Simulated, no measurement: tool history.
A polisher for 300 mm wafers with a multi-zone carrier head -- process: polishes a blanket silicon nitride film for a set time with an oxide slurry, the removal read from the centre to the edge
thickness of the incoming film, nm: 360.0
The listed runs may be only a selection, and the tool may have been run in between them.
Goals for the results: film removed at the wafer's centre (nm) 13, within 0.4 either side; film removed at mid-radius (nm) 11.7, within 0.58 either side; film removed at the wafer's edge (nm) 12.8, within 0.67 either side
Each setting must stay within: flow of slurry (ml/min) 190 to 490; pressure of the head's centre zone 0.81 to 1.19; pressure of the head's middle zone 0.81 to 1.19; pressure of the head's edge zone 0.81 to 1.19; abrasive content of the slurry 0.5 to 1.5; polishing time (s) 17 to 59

run    day  flow of slurry (ml/min)  pressure of the head's centre zone  pressure of the head's middle zone  pressure of the head's edge zone  abrasive content of the slurry  polishing time (s)  film removed at the wafer's centre (nm)  film removed at mid-radius (nm)  film removed at the wafer's edge (nm)
  1      0                      315                                   1                                   1                                 1                               1                  38                                   18.874                           19.081                                 18.508
  2  0.058                      315                                   1                                   1                                 1                               1                  45                                    22.71                           22.601                                 22.229
  3  0.379                      310                                0.99                                0.95                              0.99                            0.85                  42                                   19.416                           18.822                                   18.6
  4  0.496                      310                                0.99                                0.95                              1.06                            0.85                  42                                   19.288                           18.957                                 20.088
  5  0.562                      305                                0.98                                0.91                              1.05                            0.75                  40                                   16.986                           15.979                                 17.552
  6  0.638                      305                                0.98                                0.87                              1.05                            0.75                  40                                   17.079                           15.767                                 17.983
  7  0.896                      300                                0.97                                0.86                              1.02                             0.7                  39                                    15.98                           14.745                                 16.101
  8  0.979                      295                                0.96                                0.85                              1.01                            0.65                  38                                   15.039                           13.796                                 15.329
  9  1.208                      300                                0.95                                0.83                              0.91                             0.5                  35                                   11.821                           10.774                                 11.542
 10   1.45                      300                                0.95                                0.83                              0.91                             0.5                  35                                   12.072                            10.93                                 12.203
 11  1.521                      305                                0.96                                0.84                              0.92                             0.5                  35                                   12.393                           11.261                                  11.96
 12  1.788                      310                                0.96                                0.84                              0.94                             0.5                  35                                   12.193                           10.981                                 11.922
 13  1.929                      305                                0.97                                0.86                              0.97                            0.65                  35                                   14.031                           12.405                                 13.856
 14  1.958                      305                                0.96                                0.85                              0.95                            0.65                  35                                   13.824                           13.032                                 13.484

Exercise: of the 5 proposed moves below, exactly one satisfies all targets within the stated allowed misses. Which move is it?
  A  1.988                      270                                0.94                                0.81                              0.87                            0.95                  29                                        ?                                ?                                      ?
  B  1.988                      310                                0.94                                0.93                              1.02                             0.7                  33                                        ?                                ?                                      ?
  C  1.988                      315                                0.96                                0.85                              0.86                             0.9                  32                                        ?                                ?                                      ?
  D  1.988                      300                                0.97                                0.83                              0.95                            0.55                  38                                        ?                                ?                                      ?
  E  1.988                      340                                0.99                                0.83                              0.81                             0.9                  30                                        ?                                ?                                      ?

move  film removed at the wafer's centre (nm)  film removed at mid-radius (nm)  film removed at the wafer's edge (nm)
   A                                   13.169                           11.798                                 12.935
   B                                   13.325                           13.348                                 14.013
   C                                   14.727                           13.413                                 14.015
   D                                   14.128                           12.492                                 13.952
   E                                   14.333                           12.403                                 12.857
A: all results land within tolerance of their targets
B: misses by more than the last run did
C: misses by more than the last run did
D: misses by more than the last run did
E: misses by more than the last run did
The right move is A.
